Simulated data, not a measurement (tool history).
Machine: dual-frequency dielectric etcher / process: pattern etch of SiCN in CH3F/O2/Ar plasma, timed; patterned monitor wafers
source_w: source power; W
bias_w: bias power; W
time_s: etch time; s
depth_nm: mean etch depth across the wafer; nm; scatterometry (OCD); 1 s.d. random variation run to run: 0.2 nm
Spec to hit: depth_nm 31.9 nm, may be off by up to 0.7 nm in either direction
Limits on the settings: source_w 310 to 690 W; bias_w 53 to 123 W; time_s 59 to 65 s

{"run": 1, "day": 0.0, "source_w": 500, "bias_w": 88, "time_s": 65, "depth_nm": 28.749}
{"run": 2, "day": 0.054, "source_w": 530, "bias_w": 90, "time_s": 65, "depth_nm": 29.844}
{"run": 3, "day": 0.362, "source_w": 550, "bias_w": 91, "time_s": 65, "depth_nm": 30.038}
{"run": 4, "day": 0.704, "source_w": 550, "bias_w": 91, "time_s": 59, "depth_nm": 27.177}
{"run": 5, "day": 1.042, "source_w": 560, "bias_w": 100, "time_s": 60, "depth_nm": 28.446}
{"run": 6, "day": 1.258, "source_w": 610, "bias_w": 100, "time_s": 60, "depth_nm": 29.701}
{"run": 7, "day": 1.488, "source_w": 610, "bias_w": 100, "time_s": 60, "depth_nm": 29.6}
{"run": 8, "day": 1.579, "source_w": 630, "bias_w": 103, "time_s": 60.5, "depth_nm": 30.715}
{"run": 9, "day": 1.85, "source_w": 640, "bias_w": 104, "time_s": 60.5, "depth_nm": 30.923}
{"day": 2.217, "done": "source power generator calibrated"}
{"run": 10, "day": 2.217, "source_w": 650, "bias_w": 105, "time_s": 60.5, "depth_nm": 30.723}

Which single option among these 5 for the next run brings every result within its allowed miss of target? Just one does.
{"run": "A", "day": 2.583, "source_w": 580, "bias_w": 111, "time_s": 59, "depth_nm": "?"}
{"run": "B", "day": 2.583, "source_w": 580, "bias_w": 98, "time_s": 60.5, "depth_nm": "?"}
{"run": "C", "day": 2.583, "source_w": 660, "bias_w": 108, "time_s": 59, "depth_nm": "?"}
{"run": "D", "day": 2.583, "source_w": 690, "bias_w": 115, "time_s": 60, "depth_nm": "?"}
{"run": "E", "day": 2.583, "source_w": 650, "bias_w": 104, "time_s": 60.5, "depth_nm": "?"}

move=A depth_nm=29.084
move=B depth_nm=28.56
move=C depth_nm=30.184
move=D depth_nm=31.886
move=E depth_nm=30.381
A: moves away from the targets compared with the last run
B: moves away from the targets compared with the last run
C: moves away from the targets compared with the last run
D: every result within its allowed miss
E: moves away from the targets compared with the last run
D meets every target.
